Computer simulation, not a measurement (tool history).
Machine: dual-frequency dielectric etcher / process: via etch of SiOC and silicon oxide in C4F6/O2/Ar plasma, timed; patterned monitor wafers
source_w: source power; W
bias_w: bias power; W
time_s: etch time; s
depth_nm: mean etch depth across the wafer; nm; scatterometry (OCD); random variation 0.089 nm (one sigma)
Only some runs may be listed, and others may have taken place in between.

{"run": 1, "hour": 0.0, "source_w": 490, "bias_w": 175, "time_s": 40, "depth_nm": 48.735}
{"run": 2, "hour": 8.3, "source_w": 490, "bias_w": 175, "time_s": 40, "depth_nm": 48.664}
{"run": 3, "hour": 9.3, "source_w": 490, "bias_w": 186, "time_s": 40, "depth_nm": 49.537}
{"run": 4, "hour": 15.2, "source_w": 430, "bias_w": 186, "time_s": 40, "depth_nm": 47.023}
{"run": 5, "hour": 22.8, "source_w": 390, "bias_w": 186, "time_s": 40, "depth_nm": 45.193}
{"run": 6, "hour": 31.6, "source_w": 370, "bias_w": 182, "time_s": 40, "depth_nm": 44.024}
{"run": 7, "hour": 34.0, "source_w": 350, "bias_w": 179, "time_s": 40, "depth_nm": 42.657}

Run 8, settings as shown, results not yet in. Your forecast:
{"run": 8, "hour": 34.6, "source_w": 340, "bias_w": 178, "time_s": 40, "depth_nm": "?"}

For run 8 the tool returned depth_nm 42.093 nm.

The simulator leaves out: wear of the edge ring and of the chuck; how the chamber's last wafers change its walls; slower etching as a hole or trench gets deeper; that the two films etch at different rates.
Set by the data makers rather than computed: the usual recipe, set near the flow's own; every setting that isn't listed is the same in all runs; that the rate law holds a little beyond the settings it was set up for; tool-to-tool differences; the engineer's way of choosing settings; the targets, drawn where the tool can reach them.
